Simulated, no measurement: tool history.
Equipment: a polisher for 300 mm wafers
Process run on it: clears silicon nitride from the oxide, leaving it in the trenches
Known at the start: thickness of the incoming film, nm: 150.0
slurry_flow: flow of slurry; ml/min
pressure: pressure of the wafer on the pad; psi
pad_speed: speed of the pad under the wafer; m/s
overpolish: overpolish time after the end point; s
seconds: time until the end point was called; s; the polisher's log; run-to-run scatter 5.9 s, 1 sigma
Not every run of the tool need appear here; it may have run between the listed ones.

run,hour,slurry_flow,pressure,pad_speed,overpolish,seconds
1,0.0,290,3.3,0.88,11,174.52
2,6.1,290,3.0,0.86,11,189.05
3,8.4,290,3.0,0.86,9,193.49
4,12.3,290,2.7,0.86,9,208.20
5,20.6,290,2.7,0.86,11,208.20
6,27.2,290,2.5,0.82,11,236.31
7,31.9,290,2.3,0.80,11,259.27
8,37.8,290,2.2,0.80,11,275.75
9,38.7,290,2.1,0.80,11,291.40

For run 10, what comes out?
10,39.8,290,2.0,0.80,11,?

Logged for run 10: seconds 298.75 s.
